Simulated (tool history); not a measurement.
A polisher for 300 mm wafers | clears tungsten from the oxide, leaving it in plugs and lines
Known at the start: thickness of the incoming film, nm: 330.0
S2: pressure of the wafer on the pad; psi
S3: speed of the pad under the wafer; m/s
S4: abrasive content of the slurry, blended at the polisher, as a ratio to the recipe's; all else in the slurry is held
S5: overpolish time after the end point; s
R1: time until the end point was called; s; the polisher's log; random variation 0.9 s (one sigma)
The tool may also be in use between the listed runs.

run 1 day=0 | flow_of_slurry_(ml/min)=185 S2=4.2 S3=0.84 S4=1 S5=10 | R1=72.793
run 2 day=0.233 | flow_of_slurry_(ml/min)=185 S2=4.2 S3=0.94 S4=1 S5=10 | R1=65.961
run 3 day=0.579 | flow_of_slurry_(ml/min)=160 S2=4.2 S3=0.94 S4=1 S5=10 | R1=67.202
run 4 day=0.621 | flow_of_slurry_(ml/min)=160 S2=4.2 S3=1.14 S4=1 S5=10 | R1=55.058
run 5 day=0.821 | flow_of_slurry_(ml/min)=160 S2=5 S3=1.14 S4=1 S5=10 | R1=47.342
run 6 day=1.112 | flow_of_slurry_(ml/min)=160 S2=5.5 S3=1.14 S4=1 S5=10 | R1=42.903
run 7 day=1.183 | flow_of_slurry_(ml/min)=155 S2=4.7 S3=1.1 S4=1 S5=10 | R1=51.947
run 8 day=1.388 | flow_of_slurry_(ml/min)=155 S2=4.1 S3=1.06 S4=1 S5=10 | R1=61.273
run 9 day=1.492 | flow_of_slurry_(ml/min)=150 S2=3.6 S3=1.04 S4=1 S5=10 | R1=70.62

Run 10 is up next; what results do you expect?
run 10 day=1.862 | flow_of_slurry_(ml/min)=145 S2=3.2 S3=1.04 S4=1 S5=10 | R1=?

Run 10 produced R1 80.085 s.
